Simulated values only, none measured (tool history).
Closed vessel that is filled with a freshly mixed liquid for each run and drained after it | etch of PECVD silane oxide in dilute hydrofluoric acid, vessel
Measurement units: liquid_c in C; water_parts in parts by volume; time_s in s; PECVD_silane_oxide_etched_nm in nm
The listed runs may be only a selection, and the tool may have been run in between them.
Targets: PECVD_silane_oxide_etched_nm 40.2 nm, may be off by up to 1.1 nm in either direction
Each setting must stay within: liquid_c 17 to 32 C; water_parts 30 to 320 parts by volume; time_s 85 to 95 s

run	hour	liquid_c	water_parts	time_s	PECVD_silane_oxide_etched_nm
1	0	24	175	85	20.615
2	8.1	25.5	165	85	23.436
3	16.7	24	165	85	22.3
4	19.8	20.5	165	85	19.574
5	22.9	20.5	195	85	15.841
6	28.8	20.5	195	85	15.959
7	34.4	22.5	180	85	19.138
8	35	22.5	180	85	18.993
9	40.9	24.5	165	85	22.777
10	45.7	26	155	85	25.674
11	52.1	27	145	85	29.062

Exercise: of the 5 proposed moves below, exactly one satisfies all targets within the stated allowed misses. Which move is it?
A	58.5	27.5	135	95	?
B	58.5	25.5	115	95	?
C	58.5	25.5	110	85	?
D	58.5	28.5	175	85	?
E	58.5	24.5	105	95	?

move	PECVD_silane_oxide_etched_nm
A	36.089
B	40.264
C	37.899
D	24.582
E	42.942
A: nearer than the last run, and not there yet
B: all results land within tolerance of their targets
C: nearer than the last run, and not there yet
D: its largest miss is bigger than the last run's
E: takes the result that was furthest off past its target
Correct choice: B, which meets every target
